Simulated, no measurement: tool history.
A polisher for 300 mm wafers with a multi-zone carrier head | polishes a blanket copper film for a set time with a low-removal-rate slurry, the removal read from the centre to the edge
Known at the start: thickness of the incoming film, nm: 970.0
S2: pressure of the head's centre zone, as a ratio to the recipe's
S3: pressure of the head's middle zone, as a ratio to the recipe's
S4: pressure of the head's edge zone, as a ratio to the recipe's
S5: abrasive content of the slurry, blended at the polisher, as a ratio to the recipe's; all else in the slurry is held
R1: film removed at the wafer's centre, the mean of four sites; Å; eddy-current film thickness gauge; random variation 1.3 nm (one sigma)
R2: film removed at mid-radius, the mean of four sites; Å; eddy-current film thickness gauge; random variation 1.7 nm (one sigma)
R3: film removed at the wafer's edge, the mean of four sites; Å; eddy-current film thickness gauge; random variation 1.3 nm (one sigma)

run 1 day=0.000 | flow_of_slurry_(ml/min)=210 S2=1.00 S3=1.00 S4=1.00 S5=1.00 polishing_time_(s)=82 | R1=2154.9 R2=2127.6 R3=2103.8
run 2 day=0.125 | flow_of_slurry_(ml/min)=210 S2=0.99 S3=1.00 S4=0.97 S5=0.85 polishing_time_(s)=75 | R1=1911.7 R2=1879.4 R3=1899.4
run 3 day=0.321 | flow_of_slurry_(ml/min)=175 S2=0.99 S3=1.00 S4=0.97 S5=0.85 polishing_time_(s)=75 | R1=1850.2 R2=1800.4 R3=1839.7
run 4 day=0.625 | flow_of_slurry_(ml/min)=175 S2=0.95 S3=1.00 S4=0.97 S5=0.85 polishing_time_(s)=75 | R1=1795.2 R2=1825.8 R3=1832.3
run 5 day=0.783 | flow_of_slurry_(ml/min)=170 S2=0.96 S3=1.02 S4=0.93 S5=0.80 polishing_time_(s)=68 | R1=1607.2 R2=1663.8 R3=1593.5
run 6 day=1.025 | flow_of_slurry_(ml/min)=190 S2=0.96 S3=1.02 S4=0.93 S5=0.80 polishing_time_(s)=68 | R1=1630.2 R2=1683.6 R3=1664.2
run 7 day=1.154 | flow_of_slurry_(ml/min)=175 S2=0.97 S3=1.03 S4=0.90 S5=0.75 polishing_time_(s)=65 | R1=1554.5 R2=1571.1 R3=1516.3
run 8 day=1.279 | flow_of_slurry_(ml/min)=165 S2=0.97 S3=1.04 S4=0.88 S5=0.70 polishing_time_(s)=63 | R1=1435.1 R2=1520.6 R3=1447.2

Run 9 comes next. What will it give?
run 9 day=1.488 | flow_of_slurry_(ml/min)=160 S2=0.99 S3=1.04 S4=0.86 S5=0.65 polishing_time_(s)=61 | R1=? R2=? R3=?

R1: 1429.1 Å
R2: 1443.1 Å
R3: 1372.2 Å
